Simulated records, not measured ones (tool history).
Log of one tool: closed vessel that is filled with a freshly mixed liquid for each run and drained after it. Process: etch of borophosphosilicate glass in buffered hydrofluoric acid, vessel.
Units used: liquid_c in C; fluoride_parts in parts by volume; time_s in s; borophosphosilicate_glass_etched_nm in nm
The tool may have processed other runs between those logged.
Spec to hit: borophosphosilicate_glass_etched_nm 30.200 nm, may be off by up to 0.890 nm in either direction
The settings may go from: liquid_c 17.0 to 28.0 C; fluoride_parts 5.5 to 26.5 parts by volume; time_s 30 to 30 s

run  hour  liquid_c  fluoride_parts  time_s  borophosphosilicate_glass_etched_nm
  1   0.0      20.0            16.0      30                               45.076
  2   0.9      20.0            20.5      30                               36.209
  3   4.2      20.0            25.0      30                               31.844
  4  12.4      20.0            21.0      30                               35.201
  5  20.1      20.0            17.5      30                               41.444
  6  27.0      20.0            13.0      30                               56.386
  7  35.5      19.0            15.5      30                               44.126
  8  39.1      18.5            17.0      30                               39.191
  9  43.5      18.0            18.0      30                               35.795
 10  44.9      17.5            18.5      30                               34.235
 11  48.5      17.5            19.0      30                               33.687
 12  56.1      17.5            19.0      30                               33.214
 13  62.6      17.5            19.5      30                               32.425

Of the 4 settings listed for the next run, only one would bring every result within its allowed miss of target. Which one?
  A  69.1      19.0            18.5      30                                    ?
  B  69.1      17.0            20.5      30                                    ?
  C  69.1      19.0            21.0      30                                    ?
  D  69.1      18.5            20.5      30                                    ?

move  borophosphosilicate_glass_etched_nm
   A                               37.198
   B                               30.245
   C                               33.284
   D                               32.911
A: the biggest miss grows against the last run
B: every result within its allowed miss
C: the biggest miss grows against the last run
D: the biggest miss grows against the last run
Go with B: it meets all targets.
